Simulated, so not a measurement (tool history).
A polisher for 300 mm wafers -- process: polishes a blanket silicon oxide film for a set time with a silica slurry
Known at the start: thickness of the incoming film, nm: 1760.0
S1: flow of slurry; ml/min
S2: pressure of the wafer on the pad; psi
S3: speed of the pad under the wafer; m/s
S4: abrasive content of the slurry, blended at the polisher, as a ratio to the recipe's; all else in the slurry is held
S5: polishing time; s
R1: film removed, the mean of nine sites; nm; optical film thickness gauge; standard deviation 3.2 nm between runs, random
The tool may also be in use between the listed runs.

run,hour,S1,S2,S3,S4,S5,R1
1,0,145,4.6,0.96,1,49,176.28
2,2.7,145,3.9,0.96,1,49,150.56
3,10.9,145,3.9,0.96,0.85,49,141.83
4,14,145,3.9,0.96,0.7,49,132.15
5,15.6,145,3.9,0.96,0.55,49,119.4
6,21.7,150,4.9,0.98,0.55,49,156.07
7,28.4,155,5.5,1,0.55,49,174.61
8,32.8,155,6,1.02,0.55,49,191.94

Forecast run 9:
9,40.1,155,6.4,1.02,0.55,49,?

{"run 9": {"R1": 205.54}}

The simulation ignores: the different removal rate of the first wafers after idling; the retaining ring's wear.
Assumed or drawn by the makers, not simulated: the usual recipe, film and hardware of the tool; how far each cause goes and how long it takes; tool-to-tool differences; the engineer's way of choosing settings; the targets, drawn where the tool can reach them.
